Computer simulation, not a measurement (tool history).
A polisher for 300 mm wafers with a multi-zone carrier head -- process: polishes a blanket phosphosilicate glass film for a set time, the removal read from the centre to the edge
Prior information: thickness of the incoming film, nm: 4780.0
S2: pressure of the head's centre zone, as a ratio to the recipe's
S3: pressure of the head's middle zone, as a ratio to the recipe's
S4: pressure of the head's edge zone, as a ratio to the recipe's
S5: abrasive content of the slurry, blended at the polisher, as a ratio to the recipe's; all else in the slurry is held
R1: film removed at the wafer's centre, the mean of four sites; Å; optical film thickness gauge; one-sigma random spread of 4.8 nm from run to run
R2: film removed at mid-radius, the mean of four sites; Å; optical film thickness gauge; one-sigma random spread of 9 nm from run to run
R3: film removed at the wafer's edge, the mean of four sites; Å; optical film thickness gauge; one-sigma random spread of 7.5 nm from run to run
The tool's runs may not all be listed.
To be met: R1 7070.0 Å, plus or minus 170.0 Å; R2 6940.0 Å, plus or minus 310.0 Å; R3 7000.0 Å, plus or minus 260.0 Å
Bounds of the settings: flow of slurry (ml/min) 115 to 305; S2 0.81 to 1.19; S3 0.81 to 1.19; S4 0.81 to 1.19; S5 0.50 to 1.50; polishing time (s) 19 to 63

Run 1, hour 0.0: flow of slurry (ml/min) 195, S2 1.00, S3 1.00, S4 1.00, S5 1.00, polishing time (s) 41. Result: R1 4523.7 Å, R2 4572.3 Å, R3 4620.4 Å.
Run 2, hour 5.6: flow of slurry (ml/min) 145, S2 1.00, S3 1.00, S4 1.00, S5 1.00, polishing time (s) 41. Result: R1 4206.9 Å, R2 4383.2 Å, R3 4397.7 Å.
Run 3, hour 7.0: flow of slurry (ml/min) 155, S2 1.01, S3 1.01, S4 1.02, S5 1.05, polishing time (s) 41. Result: R1 4393.6 Å, R2 4686.4 Å, R3 4622.2 Å.
Run 4, hour 14.5: flow of slurry (ml/min) 165, S2 1.03, S3 1.01, S4 1.04, S5 1.10, polishing time (s) 41. Result: R1 4649.9 Å, R2 4787.2 Å, R3 4785.2 Å.
Run 5, hour 23.1: flow of slurry (ml/min) 165, S2 1.03, S3 1.01, S4 0.99, S5 1.10, polishing time (s) 41. Result: R1 4655.3 Å, R2 4745.9 Å, R3 4637.5 Å.
Run 6, hour 23.8: flow of slurry (ml/min) 145, S2 1.03, S3 1.01, S4 0.99, S5 1.10, polishing time (s) 41. Result: R1 4513.7 Å, R2 4691.1 Å, R3 4497.7 Å.
Run 7, hour 26.3: flow of slurry (ml/min) 145, S2 1.03, S3 1.01, S4 0.99, S5 1.10, polishing time (s) 41. Result: R1 4563.5 Å, R2 4641.3 Å, R3 4537.7 Å.
Run 8, hour 30.1: flow of slurry (ml/min) 160, S2 1.04, S3 1.01, S4 1.01, S5 1.15, polishing time (s) 41. Result: R1 4818.7 Å, R2 4816.6 Å, R3 4772.6 Å.
Run 9, hour 30.8: flow of slurry (ml/min) 170, S2 1.05, S3 1.02, S4 1.03, S5 1.20, polishing time (s) 41. Result: R1 4928.5 Å, R2 5116.0 Å, R3 5013.5 Å.
Run 10, hour 37.2: flow of slurry (ml/min) 180, S2 1.07, S3 1.02, S4 1.04, S5 1.25, polishing time (s) 41. Result: R1 5131.4 Å, R2 5173.0 Å, R3 5163.0 Å.
Run 11, hour 42.8: flow of slurry (ml/min) 180, S2 1.07, S3 1.02, S4 1.04, S5 1.25, polishing time (s) 41. Result: R1 5184.5 Å, R2 5243.1 Å, R3 5118.6 Å.
Run 12, hour 47.5: flow of slurry (ml/min) 190, S2 1.08, S3 1.02, S4 1.06, S5 1.30, polishing time (s) 41. Result: R1 5367.6 Å, R2 5228.7 Å, R3 5244.9 Å.
At hour 49.4: slurry nozzle cleaned.
Run 13, hour 49.4: flow of slurry (ml/min) 190, S2 1.10, S3 1.10, S4 1.15, S5 1.50, polishing time (s) 50. Result: R1 7336.2 Å, R2 7467.9 Å, R3 7081.1 Å.

Which of these 5 next moves meets every target?
Run A, hour 51.3: flow of slurry (ml/min) 135, S2 1.11, S3 1.16, S4 1.14, S5 1.40, polishing time (s) 52. Result: R1 ?, R2 ?, R3 ?.
Run B, hour 51.3: flow of slurry (ml/min) 250, S2 1.19, S3 1.04, S4 1.17, S5 1.45, polishing time (s) 47. Result: R1 ?, R2 ?, R3 ?.
Run C, hour 51.3: flow of slurry (ml/min) 195, S2 1.10, S3 1.06, S4 1.17, S5 1.50, polishing time (s) 48. Result: R1 ?, R2 ?, R3 ?.
Run D, hour 51.3: flow of slurry (ml/min) 140, S2 1.09, S3 1.06, S4 1.15, S5 1.50, polishing time (s) 55. Result: R1 ?, R2 ?, R3 ?.
Run E, hour 51.3: flow of slurry (ml/min) 185, S2 1.12, S3 1.11, S4 1.07, S5 1.40, polishing time (s) 52. Result: R1 ?, R2 ?, R3 ?.

move      R1      R2      R3
   A  7099.4  7323.0  6928.3
   B  7677.9  6659.5  6866.7
   C  7093.1  6792.7  6938.9
   D  7611.2  7401.2  7595.1
   E  7570.0  7408.9  6959.9
A: closes in on the targets versus the last run, not all within tolerance yet
B: puts the biggest miss on target and leaves a different result outside tolerance
C: hits every target within its allowed miss
D: the biggest miss grows against the last run
E: the biggest miss grows against the last run
The move that meets every target is C.
